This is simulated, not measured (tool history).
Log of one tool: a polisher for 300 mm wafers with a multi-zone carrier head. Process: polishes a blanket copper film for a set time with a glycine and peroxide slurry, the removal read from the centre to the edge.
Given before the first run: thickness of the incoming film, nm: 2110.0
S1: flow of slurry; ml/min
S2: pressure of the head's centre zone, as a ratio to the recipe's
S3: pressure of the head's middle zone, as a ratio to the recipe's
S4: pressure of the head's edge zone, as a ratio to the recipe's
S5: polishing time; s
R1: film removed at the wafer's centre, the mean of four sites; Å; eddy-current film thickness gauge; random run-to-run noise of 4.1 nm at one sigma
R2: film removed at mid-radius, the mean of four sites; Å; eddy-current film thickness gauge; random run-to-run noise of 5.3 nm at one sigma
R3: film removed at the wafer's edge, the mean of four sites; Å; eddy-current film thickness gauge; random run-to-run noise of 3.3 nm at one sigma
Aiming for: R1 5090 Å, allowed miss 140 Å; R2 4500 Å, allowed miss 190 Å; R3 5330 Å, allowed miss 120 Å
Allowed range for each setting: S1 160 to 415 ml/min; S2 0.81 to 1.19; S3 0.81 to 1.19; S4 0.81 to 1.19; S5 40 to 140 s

run	hour	S1	S2	S3	S4	S5	R1	R2	R3
1	0	265	1	1	1	90	5431.3	5391.1	5570.7
2	8.2	265	1	1	1	71	4227.8	4352.6	4402.9
3	9.2	265	0.92	1	1	71	3893.3	4316.2	4396.7
4	17.7	265	0.88	1	1	71	3675.4	4342.3	4348.9
5	22.5	330	0.88	1	1	71	3802.9	4381.5	4457.7
6	29.4	340	0.93	0.99	1.05	73	4193.3	4489.2	4628.4
7	36.3	335	0.95	0.95	1.07	76	4409.5	4585	4902.6
8	44.9	375	1.05	0.85	1.14	77	5071.6	4242.2	5063.2

Which one of the following 4 next-run settings gets every result inside its allowed miss? There is exactly one.
A	53.5	350	1.09	0.88	1.17	73	?	?	?
B	53.5	415	1.07	1	1.07	72	?	?	?
C	53.5	330	1.04	0.89	1.16	80	?	?	?
D	53.5	395	1.09	0.9	1.05	76	?	?	?

move	R1	R2	R3
A	4899.1	4163.1	4908.4
B	4818.3	4632.4	4725.8
C	5091.2	4581.9	5338.9
D	5157.2	4460.1	4947.2
A: further off than the last run
B: further off than the last run
C: hits every target within its allowed miss
D: further off than the last run
Move C is the one to make.

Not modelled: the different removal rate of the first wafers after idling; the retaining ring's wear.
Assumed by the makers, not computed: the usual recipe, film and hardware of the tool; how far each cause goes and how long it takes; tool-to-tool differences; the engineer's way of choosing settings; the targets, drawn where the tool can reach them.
